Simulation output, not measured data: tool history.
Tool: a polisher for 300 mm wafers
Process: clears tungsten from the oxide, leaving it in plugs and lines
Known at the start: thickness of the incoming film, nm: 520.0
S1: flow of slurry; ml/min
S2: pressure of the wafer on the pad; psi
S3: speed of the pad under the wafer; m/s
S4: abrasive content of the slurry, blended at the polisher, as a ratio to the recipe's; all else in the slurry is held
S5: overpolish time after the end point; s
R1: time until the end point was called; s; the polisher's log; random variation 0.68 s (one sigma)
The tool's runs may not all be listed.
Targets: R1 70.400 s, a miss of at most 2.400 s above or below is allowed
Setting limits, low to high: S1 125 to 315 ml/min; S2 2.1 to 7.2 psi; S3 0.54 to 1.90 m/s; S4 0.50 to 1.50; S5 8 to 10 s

run    day   S1   S2    S3    S4  S5       R1
  1  0.000  205  4.6  1.22  1.00  10   97.124
  2  0.367  205  4.6  1.22  1.10  10   93.561
  3  0.483  205  3.5  1.22  1.10  10  113.420
  4  0.588  205  3.5  1.22  1.10   8  115.690
  5  0.683  205  4.1  1.22  1.10   8  101.220
  6  0.858  205  4.1  1.22  1.10  10  103.600
  7  0.942  210  4.7  1.22  1.10  10   90.530
  8  1.238  220  5.1  1.22  1.10  10   87.619
  9  1.579  220  5.5  1.22  1.10  10   83.351
 10  1.688  220  5.8  1.22  1.10  10   78.524
 11  1.762  220  6.0  1.22  1.10  10   76.067
 12  2.133  220  6.1  1.22  1.10  10   75.269

Which single option among these 5 for the next run brings every result within its allowed miss of target? Just one does.
  A  2.504  220  6.1  1.14  1.05  10   ?
  B  2.504  230  5.8  1.26  1.15  10   ?
  C  2.504  205  5.8  1.30  1.05  10   ?
  D  2.504  270  6.2  1.20  1.30  10   ?
  E  2.504  230  6.1  1.16  1.15  10   ?

move      R1
   A  80.952
   B  75.124
   C  75.510
   D  71.162
   E  77.701
A: its largest miss is bigger than the last run's
B: no better and no worse than the last run
C: no better and no worse than the last run
D: every result within its allowed miss
E: its largest miss is bigger than the last run's
D meets every target.

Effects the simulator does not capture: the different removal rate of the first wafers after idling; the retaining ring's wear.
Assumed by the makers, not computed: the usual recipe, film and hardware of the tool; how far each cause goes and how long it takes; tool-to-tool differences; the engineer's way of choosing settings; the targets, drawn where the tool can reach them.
